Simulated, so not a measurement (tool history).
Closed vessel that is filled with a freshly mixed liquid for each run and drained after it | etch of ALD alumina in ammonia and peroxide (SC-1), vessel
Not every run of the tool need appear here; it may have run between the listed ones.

run,hour,temperature setpoint of the liquid (C),parts of 29 % ammonia solution to one part of 30 % peroxide (parts by volume),time in the liquid (s),thickness taken off the ALD alumina on a monitor wafer (nm)
1,0.0,47.0,0.6,280,17.134
2,2.7,41.5,0.6,280,12.465
3,10.0,48.0,0.6,280,18.124
4,12.1,48.0,0.6,210,13.456
5,21.3,48.0,0.6,210,13.600
6,22.8,47.5,0.6,210,13.209

The next listed run, before its measurement:
7,26.1,47.0,0.6,210,?

thickness taken off the ALD alumina on a monitor wafer (nm): 12.869

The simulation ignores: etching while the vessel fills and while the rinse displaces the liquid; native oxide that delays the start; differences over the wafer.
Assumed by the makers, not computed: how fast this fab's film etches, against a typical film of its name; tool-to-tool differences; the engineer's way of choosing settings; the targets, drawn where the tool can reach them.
